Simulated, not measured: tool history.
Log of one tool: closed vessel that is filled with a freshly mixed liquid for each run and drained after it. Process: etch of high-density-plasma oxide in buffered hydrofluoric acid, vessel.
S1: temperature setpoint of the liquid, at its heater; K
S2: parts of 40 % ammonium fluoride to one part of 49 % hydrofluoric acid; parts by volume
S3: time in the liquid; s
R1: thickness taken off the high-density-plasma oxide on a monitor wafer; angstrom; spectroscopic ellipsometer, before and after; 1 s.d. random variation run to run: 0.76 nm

{"run": 1, "hour": 0.0, "S1": 293.15, "S2": 11, "S3": 100, "R1": 991.29}
{"run": 2, "hour": 9.3, "S1": 293.15, "S2": 11, "S3": 105, "R1": 1060.5}
{"run": 3, "hour": 14.0, "S1": 294.15, "S2": 11, "S3": 105, "R1": 1107.8}
{"run": 4, "hour": 22.0, "S1": 295.65, "S2": 11, "S3": 105, "R1": 1201.9}
{"run": 5, "hour": 25.0, "S1": 296.65, "S2": 11, "S3": 105, "R1": 1289}
{"run": 6, "hour": 28.4, "S1": 296.65, "S2": 11, "S3": 105, "R1": 1269.4}
{"run": 7, "hour": 31.2, "S1": 297.15, "S2": 11, "S3": 105, "R1": 1316.6}
{"run": 8, "hour": 37.7, "S1": 297.65, "S2": 11, "S3": 105, "R1": 1355}
{"run": 9, "hour": 44.8, "S1": 298.15, "S2": 11, "S3": 105, "R1": 1396}
{"run": 10, "hour": 46.8, "S1": 298.65, "S2": 11, "S3": 105, "R1": 1418}

For run 11, what comes out?
{"run": 11, "hour": 53.3, "S1": 299.15, "S2": 11, "S3": 105, "R1": "?"}

{"run 11": {"R1": 1467.8}}
